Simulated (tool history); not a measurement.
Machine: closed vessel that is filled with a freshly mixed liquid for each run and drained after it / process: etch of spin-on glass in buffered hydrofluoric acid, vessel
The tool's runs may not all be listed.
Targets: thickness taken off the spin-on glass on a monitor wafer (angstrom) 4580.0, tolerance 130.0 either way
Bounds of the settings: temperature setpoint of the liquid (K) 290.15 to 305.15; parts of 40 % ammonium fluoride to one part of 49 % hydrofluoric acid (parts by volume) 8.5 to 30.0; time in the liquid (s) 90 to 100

run,hour,temperature setpoint of the liquid (K),parts of 40 % ammonium fluoride to one part of 49 % hydrofluoric acid (parts by volume),time in the liquid (s),thickness taken off the spin-on glass on a monitor wafer (angstrom)
1,0.0,297.15,23.5,90,2205.0
2,6.1,297.15,19.5,90,2598.6
3,11.9,299.65,19.5,90,2966.5
4,12.7,299.65,26.0,90,2346.2
5,21.0,299.65,26.0,100,2630.7
6,26.1,300.65,25.0,100,2831.7
7,34.8,301.65,23.5,100,3118.3
8,39.4,302.15,22.5,100,3305.4
# hour 41.5: hydrofluoric acid flow meter replaced
9,41.5,302.65,21.5,100,3340.6
10,49.0,303.15,20.0,100,3600.3
11,52.8,303.65,19.0,100,3896.7
12,60.6,304.15,18.5,100,4068.8
13,68.4,304.15,18.0,100,4232.9

Exactly one of the 5 candidate moves below puts every result within its allowed miss. Which one?
A,76.2,303.65,15.0,100,?
B,76.2,304.15,17.0,95,?
C,76.2,301.65,13.0,90,?
D,76.2,302.15,16.0,95,?
E,76.2,303.65,18.0,90,?

move,thickness taken off the spin-on glass on a monitor wafer (angstrom)
A,4880.5
B,4209.8
C,4547.4
D,4021.4
E,3673.1
A: pushes the last run's worst result past its target
B: the biggest miss grows against the last run
C: hits every target within its allowed miss
D: the biggest miss grows against the last run
E: the biggest miss grows against the last run
C meets every target.
